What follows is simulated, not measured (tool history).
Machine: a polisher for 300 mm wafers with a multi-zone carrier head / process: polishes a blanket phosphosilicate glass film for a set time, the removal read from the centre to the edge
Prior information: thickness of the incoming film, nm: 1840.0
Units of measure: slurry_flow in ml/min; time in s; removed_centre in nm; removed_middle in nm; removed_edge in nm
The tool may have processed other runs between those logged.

| run | hour | slurry_flow | centre_zone | middle_zone | edge_zone | slurry_solids | time | removed_centre | removed_middle | removed_edge |
|---|---|---|---|---|---|---|---|---|---|---|
| 1 | 0.0 | 225 | 1.00 | 1.00 | 1.00 | 1.00 | 80 | 641.35 | 641.63 | 603.69 |
| 2 | 8.3 | 215 | 0.97 | 0.98 | 0.97 | 0.95 | 80 | 594.96 | 610.20 | 583.13 |
| 3 | 12.2 | 210 | 0.95 | 0.97 | 0.95 | 0.90 | 80 | 576.08 | 584.10 | 561.40 |
| 4 | 16.7 | 210 | 0.95 | 0.97 | 0.91 | 0.90 | 80 | 569.66 | 589.81 | 549.84 |
| 5 | 20.2 | 260 | 0.95 | 0.97 | 0.91 | 0.90 | 80 | 587.18 | 605.22 | 566.63 |
| 6 | 21.7 | 245 | 0.93 | 0.96 | 0.89 | 0.90 | 80 | 579.10 | 587.51 | 552.86 |

Estimate the outcome of run 7 from the log above:
| 7 | 25.4 | 230 | 0.90 | 0.96 | 0.88 | 0.90 | 80 | ? | ? | ? |

removed_centre: 565.09 nm
removed_middle: 585.50 nm
removed_edge: 545.17 nm

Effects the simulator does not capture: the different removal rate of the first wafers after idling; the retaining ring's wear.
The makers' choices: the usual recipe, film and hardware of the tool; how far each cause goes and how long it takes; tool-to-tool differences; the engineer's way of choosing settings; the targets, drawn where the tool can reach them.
